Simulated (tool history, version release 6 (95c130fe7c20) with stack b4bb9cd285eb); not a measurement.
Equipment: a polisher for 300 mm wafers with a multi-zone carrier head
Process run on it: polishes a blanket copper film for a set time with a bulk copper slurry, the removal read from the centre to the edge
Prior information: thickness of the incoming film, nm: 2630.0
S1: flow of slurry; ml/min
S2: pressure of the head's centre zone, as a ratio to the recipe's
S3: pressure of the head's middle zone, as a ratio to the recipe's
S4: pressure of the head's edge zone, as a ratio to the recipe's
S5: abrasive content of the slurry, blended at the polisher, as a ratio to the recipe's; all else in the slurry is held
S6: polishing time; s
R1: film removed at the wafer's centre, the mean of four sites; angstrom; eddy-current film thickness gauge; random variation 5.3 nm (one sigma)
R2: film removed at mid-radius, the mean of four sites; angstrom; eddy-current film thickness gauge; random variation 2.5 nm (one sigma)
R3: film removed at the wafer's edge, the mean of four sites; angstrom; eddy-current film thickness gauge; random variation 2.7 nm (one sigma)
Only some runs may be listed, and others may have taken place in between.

run    day   S1  S2  S3    S4    S5  S6      R1      R2      R3
  1      0  210   1   1     1     1  50  2397.4  2359.6  2398.1
  2  0.296  175   1   1     1     1  50  2335.8  2291.2  2357.6
  3  0.329  175   1   1  0.97     1  50  2319.1  2298.5  2377.9
  4  0.462  195   1   1  0.97     1  50  2351.2  2322.7    2382
  5  0.571  195   1   1  0.97  0.85  50  2296.6  2228.8    2266
  6    0.9  195   1   1  0.97     1  50  2375.3  2342.1  2374.8
  7  1.271  190   1   1  0.98  1.05  52  2534.9  2440.1  2519.6

Run 8, settings as shown, results not yet in. Your forecast:
  8  1.304  190   1   1  0.98  1.05  52   ?   ?   ?

R1: 2491.2 angstrom
R2: 2448.5 angstrom
R3: 2467.4 angstrom

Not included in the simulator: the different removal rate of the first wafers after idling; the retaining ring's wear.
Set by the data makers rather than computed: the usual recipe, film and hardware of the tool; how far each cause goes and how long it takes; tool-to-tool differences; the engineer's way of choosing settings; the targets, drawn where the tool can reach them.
